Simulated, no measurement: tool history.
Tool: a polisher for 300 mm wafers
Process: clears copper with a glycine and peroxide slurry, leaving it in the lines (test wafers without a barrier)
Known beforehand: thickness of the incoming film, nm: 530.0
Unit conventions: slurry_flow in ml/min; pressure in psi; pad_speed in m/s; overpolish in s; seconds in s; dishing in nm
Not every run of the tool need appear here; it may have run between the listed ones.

run 1 hour=0 | slurry_flow=220 pressure=2.5 pad_speed=0.86 overpolish=14 | seconds=110.95 dishing=47.017
run 2 hour=6.2 | slurry_flow=265 pressure=2.5 pad_speed=0.86 overpolish=14 | seconds=107.3 dishing=47.697
run 3 hour=6.8 | slurry_flow=265 pressure=2.7 pad_speed=0.86 overpolish=14 | seconds=101.12 dishing=51.255
run 4 hour=12.9 | slurry_flow=265 pressure=2.7 pad_speed=0.86 overpolish=18 | seconds=101.2 dishing=62.293
run 5 hour=14.2 | slurry_flow=265 pressure=2.7 pad_speed=0.72 overpolish=18 | seconds=114.8 dishing=54.774
run 6 hour=18.8 | slurry_flow=230 pressure=2.7 pad_speed=0.72 overpolish=18 | seconds=116.5 dishing=52.831
run 7 hour=24.4 | slurry_flow=215 pressure=2.6 pad_speed=0.64 overpolish=15 | seconds=135.78 dishing=42.605
run 8 hour=32.4 | slurry_flow=195 pressure=2.3 pad_speed=0.66 overpolish=13 | seconds=146.57 dishing=34.803
run 9 hour=35.9 | slurry_flow=180 pressure=2 pad_speed=0.68 overpolish=11 | seconds=161.82 dishing=28.537
run 10 hour=40.9 | slurry_flow=175 pressure=1.8 pad_speed=0.7 overpolish=9 | seconds=171.15 dishing=22.352
run 11 hour=43.2 | slurry_flow=180 pressure=1.7 pad_speed=0.7 overpolish=8 | seconds=177.39 dishing=19.439
run 12 hour=51.4 | slurry_flow=185 pressure=1.6 pad_speed=0.7 overpolish=8 | seconds=180.18 dishing=19.468
run 13 hour=57.2 | slurry_flow=185 pressure=1.5 pad_speed=0.7 overpolish=8 | seconds=187.33 dishing=18.217
run 14 hour=61 | slurry_flow=185 pressure=1.4 pad_speed=0.7 overpolish=8 | seconds=197.77 dishing=17.441
-- hour=67.8 slurry nozzle cleaned
run 15 hour=67.8 | slurry_flow=190 pressure=1.4 pad_speed=0.7 overpolish=8 | seconds=183.82 dishing=18.225

Run 16, settings as shown, results not yet in. Your forecast:
run 16 hour=69.4 | slurry_flow=185 pressure=1.3 pad_speed=0.7 overpolish=8 | seconds=? dishing=?

Run 16 yielded seconds 199.01 s, dishing 17.609 nm.
